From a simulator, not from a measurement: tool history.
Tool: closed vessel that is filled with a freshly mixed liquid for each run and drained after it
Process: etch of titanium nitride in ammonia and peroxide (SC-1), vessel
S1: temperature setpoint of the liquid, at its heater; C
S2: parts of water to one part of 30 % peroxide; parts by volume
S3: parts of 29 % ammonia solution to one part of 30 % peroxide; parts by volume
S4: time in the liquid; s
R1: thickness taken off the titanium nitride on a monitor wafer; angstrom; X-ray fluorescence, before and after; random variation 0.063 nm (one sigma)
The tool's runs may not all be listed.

Run 1, hour 0: S1 53 C, S2 26 parts by volume, S3 0.45 parts by volume, S4 665 s. Result: R1 206.06 angstrom.
Run 2, hour 3: S1 53 C, S2 22 parts by volume, S3 0.45 parts by volume, S4 665 s. Result: R1 226.97 angstrom.
Run 3, hour 11.1: S1 53 C, S2 27.5 parts by volume, S3 0.45 parts by volume, S4 665 s. Result: R1 199.41 angstrom.
Run 4, hour 15.2: S1 52.5 C, S2 27.5 parts by volume, S3 0.45 parts by volume, S4 665 s. Result: R1 191.96 angstrom.
Run 5, hour 23.9: S1 52.5 C, S2 19 parts by volume, S3 0.45 parts by volume, S4 665 s. Result: R1 236.09 angstrom.
Run 6, hour 25.8: S1 59.5 C, S2 19 parts by volume, S3 0.45 parts by volume, S4 665 s. Result: R1 376.63 angstrom.
Run 7, hour 28.5: S1 58 C, S2 19 parts by volume, S3 0.45 parts by volume, S4 665 s. Result: R1 344.13 angstrom.
Run 8, hour 33.8: S1 56.5 C, S2 19 parts by volume, S3 0.45 parts by volume, S4 665 s. Result: R1 311.62 angstrom.

Run 9 comes next. What will it give?
Run 9, hour 40.7: S1 55 C, S2 19 parts by volume, S3 0.45 parts by volume, S4 665 s. Result: R1 ?.

{"run 9": {"R1": 281.72}}
